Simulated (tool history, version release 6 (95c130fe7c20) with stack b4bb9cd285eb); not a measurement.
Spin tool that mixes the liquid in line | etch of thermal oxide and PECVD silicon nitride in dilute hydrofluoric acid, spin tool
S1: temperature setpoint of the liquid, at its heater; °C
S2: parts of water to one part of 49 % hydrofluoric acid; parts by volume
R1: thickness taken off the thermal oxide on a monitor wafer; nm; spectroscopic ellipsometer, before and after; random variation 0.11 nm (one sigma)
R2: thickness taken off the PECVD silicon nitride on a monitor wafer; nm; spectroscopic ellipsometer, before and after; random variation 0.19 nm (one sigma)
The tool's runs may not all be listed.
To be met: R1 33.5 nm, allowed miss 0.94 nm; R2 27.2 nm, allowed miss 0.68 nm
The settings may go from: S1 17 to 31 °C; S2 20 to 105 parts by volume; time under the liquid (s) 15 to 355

run 1 hour=0 | S1=23 S2=55 time_under_the_liquid_(s)=180 | R1=16.542 R2=16.872
run 2 hour=5.7 | S1=23 S2=65 time_under_the_liquid_(s)=180 | R1=13.833 R2=14.323
run 3 hour=13 | S1=21.5 S2=50 time_under_the_liquid_(s)=195 | R1=18.64 R2=18.469
run 4 hour=18.8 | S1=23 S2=50 time_under_the_liquid_(s)=195 | R1=19.883 R2=19.944
run 5 hour=27.7 | S1=22 S2=40 time_under_the_liquid_(s)=195 | R1=23.945 R2=23.465
run 6 hour=34.3 | S1=22 S2=40 time_under_the_liquid_(s)=120 | R1=14.728 R2=14.502
run 7 hour=41.4 | S1=21 S2=35 time_under_the_liquid_(s)=150 | R1=20.502 R2=19.286
run 8 hour=44.2 | S1=17 S2=20 time_under_the_liquid_(s)=190 | R1=38.553 R2=31.456
run 9 hour=49.7 | S1=17 S2=25 time_under_the_liquid_(s)=190 | R1=30.829 R2=25.342
run 10 hour=50.8 | S1=17 S2=20 time_under_the_liquid_(s)=190 | R1=38.749 R2=31.425
run 11 hour=55.9 | S1=17 S2=25 time_under_the_liquid_(s)=190 | R1=30.79 R2=25.337
run 12 hour=60.5 | S1=17 S2=20 time_under_the_liquid_(s)=190 | R1=38.613 R2=31.21
run 13 hour=62.4 | S1=17 S2=25 time_under_the_liquid_(s)=190 | R1=30.509 R2=25.296
run 14 hour=68.1 | S1=17 S2=20 time_under_the_liquid_(s)=190 | R1=38.67 R2=31.32
run 15 hour=70.2 | S1=17 S2=20 time_under_the_liquid_(s)=190 | R1=38.598 R2=31.326
run 16 hour=76.5 | S1=17 S2=25 time_under_the_liquid_(s)=190 | R1=30.653 R2=24.879
run 17 hour=78.4 | S1=17.5 S2=25 time_under_the_liquid_(s)=190 | R1=31.215 R2=26.185
run 18 hour=85.1 | S1=17.5 S2=25 time_under_the_liquid_(s)=190 | R1=31.434 R2=26.335
run 19 hour=87.7 | S1=17 S2=25 time_under_the_liquid_(s)=190 | R1=30.684 R2=25.629
run 20 hour=92.9 | S1=17 S2=20 time_under_the_liquid_(s)=185 | R1=37.41 R2=30.541
run 21 hour=101.5 | S1=17 S2=25 time_under_the_liquid_(s)=185 | R1=30.129 R2=24.497
run 22 hour=107.1 | S1=17 S2=20 time_under_the_liquid_(s)=185 | R1=37.567 R2=30.728

4 next moves are on the table. One of them brings every result within its allowed miss. Which?
run A hour=112.7 | S1=28 S2=40 time_under_the_liquid_(s)=210 | R1=? R2=?
run B hour=112.7 | S1=26.5 S2=20 time_under_the_liquid_(s)=110 | R1=? R2=?
run C hour=112.7 | S1=24.5 S2=30 time_under_the_liquid_(s)=190 | R1=? R2=?
run D hour=112.7 | S1=17 S2=25 time_under_the_liquid_(s)=205 | R1=? R2=?

move=A R1=33.123 R2=37.875
move=B R1=33.614 R2=35.114
move=C R1=35.118 R2=35.883
move=D R1=33.15 R2=27.322
A: further off than the last run
B: further off than the last run
C: further off than the last run
D: meets every target
The right move is D.

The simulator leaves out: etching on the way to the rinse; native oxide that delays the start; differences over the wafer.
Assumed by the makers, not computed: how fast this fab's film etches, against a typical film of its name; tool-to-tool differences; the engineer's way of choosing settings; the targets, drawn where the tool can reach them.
